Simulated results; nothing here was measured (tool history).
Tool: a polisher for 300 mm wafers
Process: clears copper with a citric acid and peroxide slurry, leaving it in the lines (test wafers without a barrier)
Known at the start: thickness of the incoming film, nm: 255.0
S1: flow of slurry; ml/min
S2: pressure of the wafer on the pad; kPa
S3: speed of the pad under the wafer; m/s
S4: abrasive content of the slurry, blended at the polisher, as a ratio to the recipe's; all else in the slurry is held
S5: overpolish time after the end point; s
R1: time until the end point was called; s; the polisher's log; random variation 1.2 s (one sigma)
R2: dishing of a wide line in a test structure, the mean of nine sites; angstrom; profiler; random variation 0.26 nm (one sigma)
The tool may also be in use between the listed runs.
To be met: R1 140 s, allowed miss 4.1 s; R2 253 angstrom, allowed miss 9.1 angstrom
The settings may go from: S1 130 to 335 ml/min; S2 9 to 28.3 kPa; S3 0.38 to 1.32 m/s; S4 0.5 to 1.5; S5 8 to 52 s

| run | hour | S1 | S2 | S3 | S4 | S5 | R1 | R2 |
|---|---|---|---|---|---|---|---|---|
| 1 | 0 | 215 | 18.6 | 0.84 | 1 | 26 | 149.45 | 301.75 |
| 2 | 7.5 | 215 | 18.6 | 0.96 | 1 | 26 | 131.52 | 332.04 |
| 3 | 8.3 | 220 | 18.6 | 0.96 | 1 | 25 | 131.06 | 327.68 |
| 4 | 16 | 220 | 18.6 | 0.96 | 1 | 30 | 131.65 | 389.39 |
| 5 | 22.2 | 185 | 18.6 | 0.96 | 1 | 30 | 131.59 | 370.29 |
| 6 | 29.8 | 185 | 20.7 | 0.96 | 1 | 30 | 125.52 | 397.22 |
| 7 | 35.8 | 185 | 20 | 0.96 | 1 | 28 | 126.38 | 369.77 |
| 8 | 43.1 | 185 | 19.3 | 0.96 | 1 | 26 | 132 | 339.97 |
| 9 | 47.7 | 195 | 18.6 | 0.96 | 1 | 24 | 134.02 | 316.1 |
| 10 | 55.8 | 200 | 18.6 | 0.96 | 1 | 23 | 132.66 | 298.16 |
| 11 | 57.8 | 195 | 18.6 | 0.96 | 1 | 22 | 132.47 | 286.58 |
| 12 | 62.3 | 190 | 18.6 | 0.96 | 1 | 22 | 134.21 | 283.45 |
| 13 | 64 | 185 | 18.6 | 0.96 | 1 | 22 | 135.14 | 279.22 |
| 14 | 72.4 | 180 | 18.6 | 0.96 | 1 | 22 | 134.45 | 285.31 |
| 15 | 75.9 | 180 | 18.6 | 0.96 | 1 | 21 | 133.21 | 276 |

Which of these 5 next moves meets every target?
| A | 79.4 | 170 | 20.7 | 0.94 | 0.9 | 18 | ? | ? |
| B | 79.4 | 150 | 20 | 0.88 | 1 | 24 | ? | ? |
| C | 79.4 | 190 | 20 | 0.94 | 0.95 | 20 | ? | ? |
| D | 79.4 | 170 | 19.3 | 0.94 | 1 | 23 | ? | ? |
| E | 79.4 | 180 | 17.2 | 0.96 | 1.05 | 20 | ? | ? |

| move | R1 | R2 |
|---|---|---|
| A | 132.78 | 239.33 |
| B | 144.23 | 288.82 |
| C | 132.24 | 264.6 |
| D | 135.7 | 293.43 |
| E | 139.57 | 251.09 |
A: takes the result that was furthest off past its target
B: further off than the last run
C: nearer than the last run, and not there yet
D: further off than the last run
E: meets every target
The right move is E.
